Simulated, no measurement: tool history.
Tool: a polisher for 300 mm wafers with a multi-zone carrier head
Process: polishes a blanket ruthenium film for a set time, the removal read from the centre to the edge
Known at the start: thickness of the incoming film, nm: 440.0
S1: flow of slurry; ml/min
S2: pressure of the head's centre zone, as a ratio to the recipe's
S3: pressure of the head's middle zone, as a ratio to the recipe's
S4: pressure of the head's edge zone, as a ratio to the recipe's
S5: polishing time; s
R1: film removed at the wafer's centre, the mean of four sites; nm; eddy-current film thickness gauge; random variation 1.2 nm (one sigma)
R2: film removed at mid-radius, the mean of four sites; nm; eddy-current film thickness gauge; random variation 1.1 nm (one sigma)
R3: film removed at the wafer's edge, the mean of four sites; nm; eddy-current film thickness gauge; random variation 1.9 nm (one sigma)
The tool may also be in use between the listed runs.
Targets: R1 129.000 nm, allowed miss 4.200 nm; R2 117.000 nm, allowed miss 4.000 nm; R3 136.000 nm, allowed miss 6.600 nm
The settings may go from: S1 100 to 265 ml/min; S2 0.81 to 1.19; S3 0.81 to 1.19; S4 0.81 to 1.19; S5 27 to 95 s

run	hour	S1	S2	S3	S4	S5	R1	R2	R3
1	0.0	170	1.00	1.00	1.00	61	93.079	95.018	95.250
2	4.3	135	1.00	1.00	1.00	61	86.627	89.454	90.994
3	5.1	110	1.00	1.00	1.00	61	82.203	85.361	88.687
4	10.8	110	0.96	1.00	1.00	61	80.997	85.523	84.701
5	14.8	130	0.99	1.00	1.00	62	87.966	91.038	93.806
6	22.0	130	1.04	1.00	1.00	62	91.988	90.736	94.231
7	26.3	145	1.05	1.00	1.03	63	95.624	93.652	92.773
8	31.9	155	1.05	0.99	1.00	64	97.400	95.842	95.328
9	34.4	150	1.04	0.96	1.03	68	104.240	99.285	102.580
10	41.9	155	1.02	0.94	1.03	70	104.920	98.917	108.500

Which of these 4 next moves meets every target?
A	49.4	170	1.01	0.81	1.10	84	?	?	?
B	49.4	160	1.07	0.86	1.05	86	?	?	?
C	49.4	110	0.91	0.87	0.99	92	?	?	?
D	49.4	175	1.01	0.88	1.15	83	?	?	?

move	R1	R2	R3
A	126.920	110.910	132.490
B	134.450	117.850	132.580
C	113.470	115.910	130.520
D	126.220	117.920	133.100
A: brings the result that was furthest off to its target, and leaves another outside
B: takes the result that was furthest off past its target
C: nearer than the last run, and not there yet
D: meets every target
Answer: D
